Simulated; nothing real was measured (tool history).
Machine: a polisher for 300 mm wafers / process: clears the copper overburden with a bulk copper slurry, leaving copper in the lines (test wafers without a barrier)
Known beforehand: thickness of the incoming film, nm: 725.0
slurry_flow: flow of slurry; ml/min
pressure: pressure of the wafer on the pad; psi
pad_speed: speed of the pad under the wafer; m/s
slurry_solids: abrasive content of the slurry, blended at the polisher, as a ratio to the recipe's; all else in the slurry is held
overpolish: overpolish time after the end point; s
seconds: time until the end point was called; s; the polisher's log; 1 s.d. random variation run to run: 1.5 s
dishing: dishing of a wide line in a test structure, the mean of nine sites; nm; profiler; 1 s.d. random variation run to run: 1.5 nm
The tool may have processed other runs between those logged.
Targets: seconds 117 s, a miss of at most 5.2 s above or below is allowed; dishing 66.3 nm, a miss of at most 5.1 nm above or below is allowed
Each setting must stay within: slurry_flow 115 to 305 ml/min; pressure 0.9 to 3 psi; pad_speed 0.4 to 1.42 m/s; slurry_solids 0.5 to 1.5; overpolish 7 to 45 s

| run | hour | slurry_flow | pressure | pad_speed | slurry_solids | overpolish | seconds | dishing |
|---|---|---|---|---|---|---|---|---|
| 1 | 0 | 195 | 1.9 | 0.9 | 1 | 23 | 176.69 | 56.74 |
| 2 | 5.9 | 195 | 1.9 | 0.9 | 1.15 | 23 | 175.56 | 61.969 |
| 3 | 13.5 | 195 | 1.9 | 0.7 | 1.15 | 23 | 221.6 | 50.44 |
| 4 | 22 | 195 | 2.1 | 0.7 | 1.15 | 22 | 200.42 | 54.415 |
| 5 | 25.7 | 195 | 2.2 | 0.72 | 1.15 | 21 | 188.15 | 56.932 |
|  | 33.8 | worn pad replaced by a new one |
| 6 | 33.8 | 195 | 2.3 | 0.74 | 1.15 | 19 | 157.43 | 59.534 |
| 7 | 41.6 | 195 | 2.4 | 0.74 | 1.15 | 18 | 155 | 56.897 |
| 8 | 43 | 195 | 2.5 | 0.74 | 1.15 | 18 | 143.18 | 59.654 |

5 next moves are on the table. One of them brings every result within its allowed miss. Which?
| A | 44.4 | 195 | 2.5 | 0.86 | 1.05 | 14 | ? | ? |
| B | 44.4 | 175 | 2.6 | 0.88 | 1.25 | 17 | ? | ? |
| C | 44.4 | 205 | 3 | 0.9 | 1 | 18 | ? | ? |
| D | 44.4 | 210 | 2.8 | 0.92 | 1.05 | 10 | ? | ? |
| E | 44.4 | 210 | 3 | 0.86 | 1.25 | 14 | ? | ? |

| move | seconds | dishing |
|---|---|---|
| A | 131.8 | 53.955 |
| B | 119.96 | 66.666 |
| C | 106.31 | 76.518 |
| D | 109.76 | 48.443 |
| E | 104.83 | 65.089 |
A: closes in on the targets versus the last run, not all within tolerance yet
B: all results in spec
C: pushes the last run's worst result past its target
D: pushes the last run's worst result past its target
E: pushes the last run's worst result past its target
So the answer is move B, the one that meets all the targets.
